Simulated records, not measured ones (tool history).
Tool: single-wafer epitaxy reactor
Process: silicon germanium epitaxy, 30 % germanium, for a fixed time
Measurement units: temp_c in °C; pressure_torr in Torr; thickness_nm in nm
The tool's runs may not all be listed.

{"run": 1, "day": 0.0, "temp_c": 580, "pressure_torr": 22.4, "thickness_nm": 42.582}
{"run": 2, "day": 0.267, "temp_c": 580, "pressure_torr": 24.6, "thickness_nm": 44.453}
{"run": 3, "day": 0.438, "temp_c": 580, "pressure_torr": 21.2, "thickness_nm": 41.904}
{"run": 4, "day": 0.675, "temp_c": 576, "pressure_torr": 21.2, "thickness_nm": 38.444}
{"run": 5, "day": 0.9, "temp_c": 572, "pressure_torr": 21.2, "thickness_nm": 35.066}
{"run": 6, "day": 0.967, "temp_c": 579, "pressure_torr": 21.2, "thickness_nm": 41.26}
{"run": 7, "day": 1.25, "temp_c": 576, "pressure_torr": 21.2, "thickness_nm": 38.526}
{"run": 8, "day": 1.604, "temp_c": 573, "pressure_torr": 21.2, "thickness_nm": 35.777}

Predict the results of run 9:
{"run": 9, "day": 1.654, "temp_c": 571, "pressure_torr": 21.2, "thickness_nm": "?"}

thickness_nm: 34.466 nm
